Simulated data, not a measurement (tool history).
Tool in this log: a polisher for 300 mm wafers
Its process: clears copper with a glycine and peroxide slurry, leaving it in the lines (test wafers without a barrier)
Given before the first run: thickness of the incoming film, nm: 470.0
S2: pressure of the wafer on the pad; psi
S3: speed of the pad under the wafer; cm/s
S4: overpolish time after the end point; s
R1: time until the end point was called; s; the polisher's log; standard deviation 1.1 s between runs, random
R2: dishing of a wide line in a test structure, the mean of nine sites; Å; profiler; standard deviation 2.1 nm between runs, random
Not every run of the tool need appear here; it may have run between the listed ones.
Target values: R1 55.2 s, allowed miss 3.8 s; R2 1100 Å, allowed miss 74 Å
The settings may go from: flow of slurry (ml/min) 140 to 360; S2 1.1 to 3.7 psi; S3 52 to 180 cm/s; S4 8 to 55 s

{"run": 1, "hour": 0.0, "flow of slurry (ml/min)": 230, "S2": 2.4, "S3": 116, "S4": 28, "R1": 74.873, "R2": 876.95}
{"run": 2, "hour": 2.9, "flow of slurry (ml/min)": 230, "S2": 2.4, "S3": 100, "S4": 28, "R1": 84.639, "R2": 833.86}
{"run": 3, "hour": 8.0, "flow of slurry (ml/min)": 230, "S2": 2.4, "S3": 100, "S4": 36, "R1": 86.314, "R2": 952.14}
{"run": 4, "hour": 11.8, "flow of slurry (ml/min)": 230, "S2": 2.4, "S3": 90, "S4": 36, "R1": 92.788, "R2": 909.41}
{"run": 5, "hour": 18.6, "flow of slurry (ml/min)": 230, "S2": 2.4, "S3": 90, "S4": 43, "R1": 95.947, "R2": 1040}
{"run": 6, "hour": 27.6, "flow of slurry (ml/min)": 230, "S2": 2.4, "S3": 108, "S4": 43, "R1": 82.306, "R2": 1089}
{"run": 7, "hour": 34.7, "flow of slurry (ml/min)": 230, "S2": 2.5, "S3": 110, "S4": 41, "R1": 75.019, "R2": 1102.2}
{"run": 8, "hour": 39.0, "flow of slurry (ml/min)": 230, "S2": 2.6, "S3": 110, "S4": 40, "R1": 74.622, "R2": 1092.9}
{"run": 9, "hour": 39.8, "flow of slurry (ml/min)": 230, "S2": 2.7, "S3": 112, "S4": 39, "R1": 70.329, "R2": 1100.5}
{"run": 10, "hour": 40.4, "flow of slurry (ml/min)": 230, "S2": 2.8, "S3": 112, "S4": 38, "R1": 69.9, "R2": 1120.8}
{"run": 11, "hour": 49.2, "flow of slurry (ml/min)": 230, "S2": 2.9, "S3": 114, "S4": 37, "R1": 63.966, "R2": 1114}
{"run": 12, "hour": 55.4, "flow of slurry (ml/min)": 230, "S2": 2.9, "S3": 114, "S4": 36, "R1": 66.144, "R2": 1126.7}

Pick the move, out of 5, that brings all results within their allowed miss; only one does.
{"run": "A", "hour": 61.6, "flow of slurry (ml/min)": 230, "S2": 2.7, "S3": 88, "S4": 40, "R1": "?", "R2": "?"}
{"run": "B", "hour": 61.6, "flow of slurry (ml/min)": 245, "S2": 3, "S3": 100, "S4": 40, "R1": "?", "R2": "?"}
{"run": "C", "hour": 61.6, "flow of slurry (ml/min)": 230, "S2": 2.6, "S3": 178, "S4": 25, "R1": "?", "R2": "?"}
{"run": "D", "hour": 61.6, "flow of slurry (ml/min)": 220, "S2": 3.4, "S3": 120, "S4": 28, "R1": "?", "R2": "?"}
{"run": "E", "hour": 61.6, "flow of slurry (ml/min)": 240, "S2": 3.1, "S3": 100, "S4": 39, "R1": "?", "R2": "?"}

move=A R1=84.92 R2=1021.5
move=B R1=69.627 R2=1135.3
move=C R1=48.288 R2=1023.3
move=D R1=54.266 R2=1082
move=E R1=67.91 R2=1140
A: lands further from the targets than the last run did
B: lands further from the targets than the last run did
C: pushes the last run's worst result past its target
D: all results in spec
E: lands further from the targets than the last run did
Correct choice: D, which meets every target
